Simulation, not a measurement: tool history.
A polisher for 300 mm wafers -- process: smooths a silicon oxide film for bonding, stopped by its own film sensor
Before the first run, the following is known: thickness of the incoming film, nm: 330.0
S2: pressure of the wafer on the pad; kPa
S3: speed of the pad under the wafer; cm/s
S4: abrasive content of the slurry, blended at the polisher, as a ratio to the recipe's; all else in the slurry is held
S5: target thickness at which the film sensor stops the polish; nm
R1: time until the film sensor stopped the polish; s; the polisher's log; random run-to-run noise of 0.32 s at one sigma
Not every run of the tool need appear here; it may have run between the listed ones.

run 1 hour=0.0 | flow_of_slurry_(ml/min)=225 S2=13.1 S3=80 S4=1.0 S5=308 | R1=41.893
run 2 hour=8.1 | flow_of_slurry_(ml/min)=225 S2=14.5 S3=80 S4=1.0 S5=308 | R1=38.282
run 3 hour=8.9 | flow_of_slurry_(ml/min)=225 S2=15.2 S3=80 S4=1.0 S5=308 | R1=36.375
run 4 hour=14.0 | flow_of_slurry_(ml/min)=225 S2=11.7 S3=80 S4=1.0 S5=308 | R1=46.217
run 5 hour=16.2 | flow_of_slurry_(ml/min)=225 S2=11.7 S3=80 S4=1.1 S5=308 | R1=45.102
run 6 hour=17.9 | flow_of_slurry_(ml/min)=225 S2=14.5 S3=80 S4=1.1 S5=308 | R1=36.447
run 7 hour=25.8 | flow_of_slurry_(ml/min)=225 S2=15.2 S3=80 S4=1.1 S5=308 | R1=34.972

Run 8 has not been measured yet. What should we expect?
run 8 hour=33.2 | flow_of_slurry_(ml/min)=225 S2=15.2 S3=80 S4=1.1 S5=308 | R1=?

For run 8 the tool returned R1 35.529 s.
